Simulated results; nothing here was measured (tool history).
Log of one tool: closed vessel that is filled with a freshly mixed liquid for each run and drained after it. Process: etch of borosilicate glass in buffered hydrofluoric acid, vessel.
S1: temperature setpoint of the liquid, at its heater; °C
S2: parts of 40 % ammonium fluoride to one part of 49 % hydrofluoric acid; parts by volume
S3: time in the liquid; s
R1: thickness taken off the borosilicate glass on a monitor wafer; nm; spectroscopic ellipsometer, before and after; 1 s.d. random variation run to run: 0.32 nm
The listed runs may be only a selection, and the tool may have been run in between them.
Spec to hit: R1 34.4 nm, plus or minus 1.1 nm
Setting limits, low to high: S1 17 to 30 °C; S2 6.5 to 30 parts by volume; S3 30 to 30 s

| run | hour | S1 | S2 | S3 | R1 |
|---|---|---|---|---|---|
| 1 | 0 | 22 | 18.5 | 30 | 18.622 |
| 2 | 6.1 | 22 | 23 | 30 | 16.162 |
| 3 | 12.8 | 22 | 18.5 | 30 | 18.722 |
| 4 | 20.7 | 24 | 17 | 30 | 22.792 |
| 5 | 28.9 | 24 | 17 | 30 | 22.758 |
| 6 | 36.3 | 24 | 19 | 30 | 20.507 |
| 7 | 44 | 25.5 | 18 | 30 | 23.467 |
| 8 | 51.1 | 25.5 | 18 | 30 | 23.422 |
| 9 | 58.9 | 26.5 | 17 | 30 | 26.173 |
| 10 | 65 | 27.5 | 16.5 | 30 | 28.69 |
|  | 70.5 | hydrofluoric acid flow meter replaced |
| 11 | 70.5 | 28 | 16.5 | 30 | 31.669 |
| 12 | 71.4 | 28.5 | 16.5 | 30 | 32.118 |

Of the 4 settings listed for the next run, only one would bring every result within its allowed miss of target. Which one?
| A | 72.3 | 28 | 16.5 | 30 | ? |
| B | 72.3 | 26.5 | 14 | 30 | ? |
| C | 72.3 | 29.5 | 18 | 30 | ? |
| D | 72.3 | 29 | 17.5 | 30 | ? |

| move | R1 |
|---|---|
| A | 30.987 |
| B | 33.681 |
| C | 30.754 |
| D | 30.808 |
A: moves away from the targets compared with the last run
B: in spec on every target
C: moves away from the targets compared with the last run
D: moves away from the targets compared with the last run
The move that meets every target is B.

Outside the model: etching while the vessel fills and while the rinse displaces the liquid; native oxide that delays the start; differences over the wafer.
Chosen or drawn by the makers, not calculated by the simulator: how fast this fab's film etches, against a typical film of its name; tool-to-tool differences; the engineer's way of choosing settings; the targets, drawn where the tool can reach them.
